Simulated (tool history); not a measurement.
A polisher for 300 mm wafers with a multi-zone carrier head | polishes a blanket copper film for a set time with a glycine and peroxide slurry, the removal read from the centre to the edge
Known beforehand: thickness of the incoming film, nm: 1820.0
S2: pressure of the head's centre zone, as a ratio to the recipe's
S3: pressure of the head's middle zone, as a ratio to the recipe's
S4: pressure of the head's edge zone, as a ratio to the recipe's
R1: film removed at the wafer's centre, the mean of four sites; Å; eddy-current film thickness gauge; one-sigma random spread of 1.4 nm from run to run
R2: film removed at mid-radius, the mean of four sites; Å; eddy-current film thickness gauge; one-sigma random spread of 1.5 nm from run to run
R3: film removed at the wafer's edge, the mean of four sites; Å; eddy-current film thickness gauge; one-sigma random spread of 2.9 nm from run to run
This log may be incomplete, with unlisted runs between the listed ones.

{"run": 1, "day": 0.0, "flow of slurry (ml/min)": 200, "S2": 1, "S3": 1, "S4": 1, "polishing time (s)": 36, "R1": 2220.8, "R2": 2252.8, "R3": 2226.6}
{"run": 2, "day": 0.225, "flow of slurry (ml/min)": 190, "S2": 0.99, "S3": 0.97, "S4": 0.97, "polishing time (s)": 36, "R1": 2156.2, "R2": 2211.9, "R3": 2205.9}
{"run": 3, "day": 0.462, "flow of slurry (ml/min)": 185, "S2": 1, "S3": 0.95, "S4": 0.95, "polishing time (s)": 35, "R1": 2118.4, "R2": 2085.4, "R3": 2083.7}
{"run": 4, "day": 0.725, "flow of slurry (ml/min)": 185, "S2": 1.06, "S3": 0.95, "S4": 0.95, "polishing time (s)": 35, "R1": 2252.9, "R2": 2104, "R3": 2039.7}
{"run": 5, "day": 0.871, "flow of slurry (ml/min)": 185, "S2": 1.06, "S3": 0.89, "S4": 0.95, "polishing time (s)": 35, "R1": 2242.3, "R2": 1976.7, "R3": 2116.1}
{"run": 6, "day": 1.15, "flow of slurry (ml/min)": 185, "S2": 0.99, "S3": 0.89, "S4": 0.95, "polishing time (s)": 35, "R1": 2090, "R2": 2009, "R3": 2026.8}
{"run": 7, "day": 1.5, "flow of slurry (ml/min)": 175, "S2": 0.99, "S3": 0.88, "S4": 0.95, "polishing time (s)": 35, "R1": 2058.4, "R2": 1965.1, "R3": 2088.7}

What does the tool deliver on the next run?
{"run": 8, "day": 1.846, "flow of slurry (ml/min)": 175, "S2": 0.99, "S3": 0.88, "S4": 0.95, "polishing time (s)": 35, "R1": "?", "R2": "?", "R3": "?"}

{"run 8": {"R1": 2049.6, "R2": 1954.7, "R3": 2091.1}}
